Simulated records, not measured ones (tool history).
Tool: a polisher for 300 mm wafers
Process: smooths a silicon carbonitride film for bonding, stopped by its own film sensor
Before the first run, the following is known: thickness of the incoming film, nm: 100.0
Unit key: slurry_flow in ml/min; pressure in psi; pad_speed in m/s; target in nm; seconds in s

run	hour	slurry_flow	pressure	pad_speed	slurry_solids	target	seconds
1	0	135	2.2	0.7	1	71	144.5
2	2.7	130	2.1	0.7	1	71	153.69
3	9.9	155	2.1	0.7	1	71	146.24
4	13.9	145	2	0.7	1	71	155.02
5	16.2	145	2.5	0.7	1	71	125.93
6	21.3	140	2.3	0.7	1	71	137.68
7	22.5	135	2.2	0.7	1	71	143.08
8	29.1	135	2.1	0.7	1	71	148.9

Forecast run 9:
9	35	135	2	0.7	1	71	?

seconds: 157.15 s
